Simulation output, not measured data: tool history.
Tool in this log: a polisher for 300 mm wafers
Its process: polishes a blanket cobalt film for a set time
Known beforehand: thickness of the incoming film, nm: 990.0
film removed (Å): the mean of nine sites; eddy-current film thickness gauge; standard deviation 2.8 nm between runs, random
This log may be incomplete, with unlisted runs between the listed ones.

run	hour	flow of slurry (ml/min)	pressure of the wafer on the pad (psi)	speed of the pad under the wafer (cm/s)	polishing time (s)	film removed (Å)
1	0.0	160	2.0	86	100	4044.8
2	6.1	160	2.3	86	100	4340.6
3	10.3	200	2.3	86	100	4437.3
4	17.6	230	2.3	86	100	4585.8
5	26.6	230	1.9	84	100	3930.5
6	29.2	230	1.9	84	100	3985.4
7	31.5	225	1.6	82	100	3459.6
8	39.9	225	1.4	82	100	3233.6

Forecast run 9:
9	40.6	225	1.3	82	100	?

film removed (Å): 3173.6

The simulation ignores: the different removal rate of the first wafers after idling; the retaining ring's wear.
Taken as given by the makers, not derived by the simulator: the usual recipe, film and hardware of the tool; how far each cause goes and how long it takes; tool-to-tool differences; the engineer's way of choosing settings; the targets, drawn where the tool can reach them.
